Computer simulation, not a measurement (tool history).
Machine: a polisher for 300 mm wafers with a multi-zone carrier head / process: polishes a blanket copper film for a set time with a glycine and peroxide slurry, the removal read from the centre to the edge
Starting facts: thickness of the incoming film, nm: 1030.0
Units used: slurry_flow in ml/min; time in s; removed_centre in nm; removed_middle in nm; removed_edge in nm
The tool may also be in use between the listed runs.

Run 1, day 0.000: slurry_flow 195 ml/min, centre_zone 1.00, middle_zone 1.00, edge_zone 1.00, time 46 s. Result: removed_centre 156.84 nm, removed_middle 158.06 nm, removed_edge 155.78 nm.
Run 2, day 0.083: slurry_flow 220 ml/min, centre_zone 1.00, middle_zone 1.00, edge_zone 1.00, time 46 s. Result: removed_centre 166.56 nm, removed_middle 161.82 nm, removed_edge 156.39 nm.
Run 3, day 0.429: slurry_flow 205 ml/min, centre_zone 0.99, middle_zone 0.98, edge_zone 0.99, time 46 s. Result: removed_centre 162.73 nm, removed_middle 155.63 nm, removed_edge 154.97 nm.
Run 4, day 0.529: slurry_flow 195 ml/min, centre_zone 0.97, middle_zone 0.97, edge_zone 0.98, time 46 s. Result: removed_centre 156.31 nm, removed_middle 156.43 nm, removed_edge 154.55 nm.
Run 5, day 0.617: slurry_flow 235 ml/min, centre_zone 0.97, middle_zone 0.97, edge_zone 0.98, time 46 s. Result: removed_centre 158.23 nm, removed_middle 158.33 nm, removed_edge 156.92 nm.
Run 6, day 0.700: slurry_flow 210 ml/min, centre_zone 0.97, middle_zone 0.97, edge_zone 0.98, time 46 s. Result: removed_centre 156.41 nm, removed_middle 154.12 nm, removed_edge 155.52 nm.

Expected results for the next run?
Run 7, day 1.021: slurry_flow 205 ml/min, centre_zone 0.96, middle_zone 0.96, edge_zone 0.96, time 46 s. Result: removed_centre ?, removed_middle ?, removed_edge ?.

{"run 7": {"removed_centre": 155.72, "removed_middle": 158.33, "removed_edge": 153.22}}
